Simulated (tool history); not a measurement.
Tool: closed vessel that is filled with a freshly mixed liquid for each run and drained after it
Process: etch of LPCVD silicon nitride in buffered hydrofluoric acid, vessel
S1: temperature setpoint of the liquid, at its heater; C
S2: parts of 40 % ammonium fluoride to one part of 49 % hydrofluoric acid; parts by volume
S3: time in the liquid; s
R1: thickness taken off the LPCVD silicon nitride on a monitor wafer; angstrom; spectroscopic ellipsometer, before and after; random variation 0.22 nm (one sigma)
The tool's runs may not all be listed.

run,hour,S1,S2,S3,R1
1,0.0,21.0,8.0,1975,299.21
2,4.3,22.5,7.5,1975,349.08
3,9.0,22.5,6.5,1975,400.42
4,16.3,23.5,6.5,1975,422.98
5,24.2,23.5,8.0,1975,343.90
6,27.2,23.5,8.0,1975,342.22
7,35.7,24.5,7.5,1975,388.63
# hour 37.9: thermometer replaced
8,37.9,25.5,7.0,1975,478.49

Run 9 comes next. What will it give?
9,41.9,29.0,7.0,1975,?

R1: 577.87 angstrom
